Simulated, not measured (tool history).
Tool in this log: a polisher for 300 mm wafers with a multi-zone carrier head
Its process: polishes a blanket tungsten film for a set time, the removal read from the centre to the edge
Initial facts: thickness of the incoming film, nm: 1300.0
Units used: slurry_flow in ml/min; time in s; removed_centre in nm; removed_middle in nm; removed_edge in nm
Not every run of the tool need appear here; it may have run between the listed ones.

{"run": 1, "hour": 0.0, "slurry_flow": 135, "centre_zone": 1, "middle_zone": 1, "edge_zone": 1, "slurry_solids": 1, "time": 40, "removed_centre": 192.11, "removed_middle": 191.64, "removed_edge": 188.37}
{"run": 2, "hour": 6.7, "slurry_flow": 140, "centre_zone": 1, "middle_zone": 1, "edge_zone": 1.02, "slurry_solids": 1.05, "time": 40, "removed_centre": 195.03, "removed_middle": 196.76, "removed_edge": 195.1}
{"run": 3, "hour": 13.4, "slurry_flow": 170, "centre_zone": 1, "middle_zone": 1, "edge_zone": 1.02, "slurry_solids": 1.05, "time": 40, "removed_centre": 207.05, "removed_middle": 201.73, "removed_edge": 199.9}
{"run": 4, "hour": 20.3, "slurry_flow": 170, "centre_zone": 1, "middle_zone": 0.92, "edge_zone": 1.02, "slurry_solids": 1.05, "time": 40, "removed_centre": 201.4, "removed_middle": 189.06, "removed_edge": 200.17}
{"run": 5, "hour": 21.8, "slurry_flow": 145, "centre_zone": 1, "middle_zone": 0.92, "edge_zone": 1.02, "slurry_solids": 1.05, "time": 40, "removed_centre": 199.37, "removed_middle": 184.04, "removed_edge": 199.45}
{"run": 6, "hour": 27.5, "slurry_flow": 145, "centre_zone": 1, "middle_zone": 0.93, "edge_zone": 1.04, "slurry_solids": 1.1, "time": 40, "removed_centre": 195.49, "removed_middle": 186.22, "removed_edge": 202.13}
{"run": 7, "hour": 32.1, "slurry_flow": 150, "centre_zone": 1.01, "middle_zone": 0.94, "edge_zone": 1.05, "slurry_solids": 1.15, "time": 40, "removed_centre": 206.53, "removed_middle": 193.03, "removed_edge": 208.81}
{"run": 8, "hour": 41.0, "slurry_flow": 185, "centre_zone": 1, "middle_zone": 1.03, "edge_zone": 1.15, "slurry_solids": 1.4, "time": 41, "removed_centre": 225.3, "removed_middle": 228.3, "removed_edge": 235.72}
{"run": 9, "hour": 42.9, "slurry_flow": 185, "centre_zone": 1.01, "middle_zone": 1.03, "edge_zone": 1.15, "slurry_solids": 1.4, "time": 41, "removed_centre": 226.57, "removed_middle": 227.33, "removed_edge": 234.98}
{"run": 10, "hour": 44.5, "slurry_flow": 190, "centre_zone": 1.03, "middle_zone": 1.02, "edge_zone": 1.17, "slurry_solids": 1.45, "time": 42, "removed_centre": 242.65, "removed_middle": 236.16, "removed_edge": 247.11}

Estimate the outcome of run 11 from the log above:
{"run": 11, "hour": 49.0, "slurry_flow": 195, "centre_zone": 1.03, "middle_zone": 1.01, "edge_zone": 1.18, "slurry_solids": 1.5, "time": 42, "removed_centre": "?", "removed_middle": "?", "removed_edge": "?"}

{"run 11": {"removed_centre": 249.32, "removed_middle": 241, "removed_edge": 248.28}}

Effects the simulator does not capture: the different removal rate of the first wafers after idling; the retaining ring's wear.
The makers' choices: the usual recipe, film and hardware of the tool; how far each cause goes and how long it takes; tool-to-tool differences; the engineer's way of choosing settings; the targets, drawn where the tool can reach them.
